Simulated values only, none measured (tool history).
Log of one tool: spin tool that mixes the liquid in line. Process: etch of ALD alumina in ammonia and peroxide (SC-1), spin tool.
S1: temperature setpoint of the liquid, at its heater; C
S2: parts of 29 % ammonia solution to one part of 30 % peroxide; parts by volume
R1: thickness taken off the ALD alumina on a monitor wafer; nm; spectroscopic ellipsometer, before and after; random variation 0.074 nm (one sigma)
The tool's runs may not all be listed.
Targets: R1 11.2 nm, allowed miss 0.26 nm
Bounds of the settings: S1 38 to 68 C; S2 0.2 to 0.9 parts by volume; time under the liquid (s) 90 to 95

{"run": 1, "hour": 0.0, "S1": 52, "S2": 0.5, "time under the liquid (s)": 90, "R1": 7.7355}
{"run": 2, "hour": 8.4, "S1": 52, "S2": 0.5, "time under the liquid (s)": 95, "R1": 8.18}
{"run": 3, "hour": 14.6, "S1": 53.5, "S2": 0.5, "time under the liquid (s)": 95, "R1": 8.8665}
{"run": 4, "hour": 20.6, "S1": 55, "S2": 0.5, "time under the liquid (s)": 95, "R1": 9.6575}
{"run": 5, "hour": 29.1, "S1": 59, "S2": 0.5, "time under the liquid (s)": 95, "R1": 11.862}
{"run": 6, "hour": 34.0, "S1": 61.5, "S2": 0.5, "time under the liquid (s)": 95, "R1": 13.402}
{"run": 7, "hour": 42.6, "S1": 60.5, "S2": 0.5, "time under the liquid (s)": 95, "R1": 12.813}
{"run": 8, "hour": 47.1, "S1": 60, "S2": 0.5, "time under the liquid (s)": 95, "R1": 12.499}
{"run": 9, "hour": 52.1, "S1": 59.5, "S2": 0.5, "time under the liquid (s)": 95, "R1": 12.266}
{"run": 10, "hour": 61.1, "S1": 59, "S2": 0.5, "time under the liquid (s)": 95, "R1": 11.694}

Which of these 5 next moves meets every target?
{"run": "A", "hour": 70.1, "S1": 58, "S2": 0.45, "time under the liquid (s)": 95, "R1": "?"}
{"run": "B", "hour": 70.1, "S1": 59.5, "S2": 0.45, "time under the liquid (s)": 95, "R1": "?"}
{"run": "C", "hour": 70.1, "S1": 60, "S2": 0.55, "time under the liquid (s)": 90, "R1": "?"}
{"run": "D", "hour": 70.1, "S1": 60, "S2": 0.3, "time under the liquid (s)": 95, "R1": "?"}
{"run": "E", "hour": 70.1, "S1": 59, "S2": 0.55, "time under the liquid (s)": 95, "R1": "?"}

move=A R1=11.075
move=B R1=11.97
move=C R1=11.858
move=D R1=11.819
move=E R1=11.889
A: meets every target
B: further off than the last run
C: further off than the last run
D: further off than the last run
E: further off than the last run
The right move is A.
